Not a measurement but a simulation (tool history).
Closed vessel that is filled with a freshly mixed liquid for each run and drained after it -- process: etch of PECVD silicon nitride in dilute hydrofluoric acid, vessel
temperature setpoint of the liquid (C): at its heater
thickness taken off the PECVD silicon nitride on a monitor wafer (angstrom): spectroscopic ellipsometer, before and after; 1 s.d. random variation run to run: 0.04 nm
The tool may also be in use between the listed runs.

| run | day | temperature setpoint of the liquid (C) | parts of water to one part of 49 % hydrofluoric acid (parts by volume) | time in the liquid (s) | thickness taken off the PECVD silicon nitride on a monitor wafer (angstrom) |
|---|---|---|---|---|---|
| 1 | 0.000 | 24 | 145 | 405 | 53.327 |
| 2 | 0.150 | 25 | 145 | 405 | 56.325 |
| 3 | 0.342 | 26 | 145 | 405 | 60.342 |
| 4 | 0.392 | 26 | 145 | 305 | 44.983 |
| 5 | 0.629 | 23 | 145 | 305 | 37.482 |
| 6 | 1.025 | 23 | 145 | 405 | 49.519 |

For run 7, what comes out?
| 7 | 1.329 | 27 | 145 | 405 | ? |

For run 7 the tool returned thickness taken off the PECVD silicon nitride on a monitor wafer (angstrom) 63.552.
